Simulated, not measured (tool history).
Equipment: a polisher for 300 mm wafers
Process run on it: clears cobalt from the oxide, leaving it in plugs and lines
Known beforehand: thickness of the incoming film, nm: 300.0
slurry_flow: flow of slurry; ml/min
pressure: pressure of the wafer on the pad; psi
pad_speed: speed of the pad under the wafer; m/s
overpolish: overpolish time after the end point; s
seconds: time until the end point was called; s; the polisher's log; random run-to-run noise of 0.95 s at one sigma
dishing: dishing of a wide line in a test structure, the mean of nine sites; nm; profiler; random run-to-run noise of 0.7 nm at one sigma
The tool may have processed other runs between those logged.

run,day,slurry_flow,pressure,pad_speed,overpolish,seconds,dishing
1,0,135,2.3,1.14,26,43.469,62.591
2,0.05,135,2.2,1.14,24,45.764,60.236
3,0.146,160,2.2,1.14,24,43.859,59.657
4,0.362,160,2.1,1.14,22,45.338,57.6
5,0.529,190,2.1,1.14,22,43.916,58.65
6,0.871,190,1.6,1.14,22,56.201,54.366
# day 0.954: slurry nozzle cleaned
7,0.954,190,1.5,1.14,21,57.797,53.765

Run 8, settings as shown, results not yet in. Your forecast:
8,1.012,190,1.4,1.14,20,?,?

{"run 8": {"seconds": 60.732, "dishing": 50.856}}

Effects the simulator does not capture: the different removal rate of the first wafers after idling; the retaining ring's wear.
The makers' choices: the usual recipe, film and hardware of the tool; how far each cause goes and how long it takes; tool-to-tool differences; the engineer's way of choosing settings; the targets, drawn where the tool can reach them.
